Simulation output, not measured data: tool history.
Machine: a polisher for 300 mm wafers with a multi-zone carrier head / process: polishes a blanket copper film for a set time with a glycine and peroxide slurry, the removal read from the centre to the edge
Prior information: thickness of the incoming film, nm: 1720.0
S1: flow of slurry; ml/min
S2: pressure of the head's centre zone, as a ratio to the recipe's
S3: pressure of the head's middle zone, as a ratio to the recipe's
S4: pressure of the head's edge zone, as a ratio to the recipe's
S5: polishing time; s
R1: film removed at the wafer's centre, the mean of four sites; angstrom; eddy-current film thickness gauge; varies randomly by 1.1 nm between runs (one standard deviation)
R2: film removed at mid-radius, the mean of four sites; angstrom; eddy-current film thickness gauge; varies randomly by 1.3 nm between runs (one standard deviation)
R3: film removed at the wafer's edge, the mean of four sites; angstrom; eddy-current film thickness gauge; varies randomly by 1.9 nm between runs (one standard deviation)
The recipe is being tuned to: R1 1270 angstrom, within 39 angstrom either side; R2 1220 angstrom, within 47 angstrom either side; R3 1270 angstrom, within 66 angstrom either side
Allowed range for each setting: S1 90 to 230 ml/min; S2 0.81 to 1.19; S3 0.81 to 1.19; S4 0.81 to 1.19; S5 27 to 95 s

run  hour   S1    S2    S3    S4  S5      R1      R2      R3
  1     0  150     1     1     1  61  2025.9  2053.7    2062
  2   8.5  145  0.99  0.96  0.96  53  1725.2  1746.4  1769.2
  3  10.4  140  0.99  0.93  0.93  47  1529.7  1474.7  1565.5
  4    17  140  0.99  0.93  0.89  47  1537.6  1495.7  1523.3
  5  19.4  135  0.98  0.91  0.87  44  1432.6  1349.1  1404.5
  6  27.2  125  0.96   0.9  0.85  44  1358.8  1318.8  1365.4
  7  33.2  115  0.96  0.89  0.84  44  1316.8  1290.8    1346
  8  34.5  100  0.98  0.88  0.81  42    1229    1159  1225.4

Pick the move, out of 4, that brings all results within their allowed miss; only one does.
  A  35.8  100  1.14  0.98  0.89  40   ?   ?   ?
  B  35.8  100  0.91  0.91  0.84  43   ?   ?   ?
  C  35.8  125  0.95  0.87  0.81  42   ?   ?   ?
  D  35.8  140   1.1  1.03  0.81  35   ?   ?   ?

move      R1      R2      R3
   A    1384  1228.6  1197.7
   B    1185  1242.9  1255.6
   C  1281.6  1231.2  1251.2
   D  1271.6  1207.9  1057.3
A: the worst result of the last run now meets its target, but another is out of spec
B: the worst result of the last run now meets its target, but another is out of spec
C: meets every target
D: the worst result of the last run now meets its target, but another is out of spec
The move that meets every target is C.
